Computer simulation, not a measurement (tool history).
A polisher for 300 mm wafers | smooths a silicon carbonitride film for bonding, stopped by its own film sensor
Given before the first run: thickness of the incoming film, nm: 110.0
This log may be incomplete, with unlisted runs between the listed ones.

run,hour,flow of slurry (ml/min),pressure of the wafer on the pad (kPa),speed of the pad under the wafer (cm/s),abrasive content of the slurry,target thickness at which the film sensor stops the polish (angstrom),time until the film sensor stopped the polish (s)
1,0,230,14.5,72,1,1010,48.673
2,2,230,14.5,82,1,1010,45.593
3,9.3,195,14.5,82,1,1010,45.621
4,18.3,195,14.5,82,1,1010,45.778
5,25.1,195,13.1,82,1,1010,50.613
6,31.5,195,12.4,82,1,1010,53.219
7,39.2,195,11.7,82,1,1010,56.991
8,45.8,195,11,82,1,1010,59.127
9,49.4,195,10.3,82,1,1010,63.774

What does the tool deliver on the next run?
10,54.3,195,9.7,82,1,1010,?

time until the film sensor stopped the polish (s): 66.836
